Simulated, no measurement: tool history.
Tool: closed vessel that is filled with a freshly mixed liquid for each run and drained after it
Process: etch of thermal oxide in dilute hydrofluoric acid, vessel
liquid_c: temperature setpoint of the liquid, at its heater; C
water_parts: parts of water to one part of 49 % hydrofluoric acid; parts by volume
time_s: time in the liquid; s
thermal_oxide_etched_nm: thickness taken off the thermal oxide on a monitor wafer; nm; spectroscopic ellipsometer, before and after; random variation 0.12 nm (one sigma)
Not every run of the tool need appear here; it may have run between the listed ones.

Run 1, day 0: liquid_c 20 C, water_parts 55 parts by volume, time_s 625 s. Result: thermal_oxide_etched_nm 44.414 nm.
Run 2, day 0.075: liquid_c 20 C, water_parts 55 parts by volume, time_s 625 s. Result: thermal_oxide_etched_nm 44.25 nm.
Run 3, day 0.179: liquid_c 20 C, water_parts 70 parts by volume, time_s 625 s. Result: thermal_oxide_etched_nm 34.156 nm.
Run 4, day 0.246: liquid_c 20 C, water_parts 50 parts by volume, time_s 625 s. Result: thermal_oxide_etched_nm 49.025 nm.
Run 5, day 0.312: liquid_c 20 C, water_parts 50 parts by volume, time_s 675 s. Result: thermal_oxide_etched_nm 52.809 nm.
Run 6, day 0.583: liquid_c 19.5 C, water_parts 50 parts by volume, time_s 675 s. Result: thermal_oxide_etched_nm 51.709 nm.

Run 7 is up next; what results do you expect?
Run 7, day 0.725: liquid_c 19 C, water_parts 50 parts by volume, time_s 675 s. Result: thermal_oxide_etched_nm ?.

{"run 7": {"thermal_oxide_etched_nm": 50.862}}
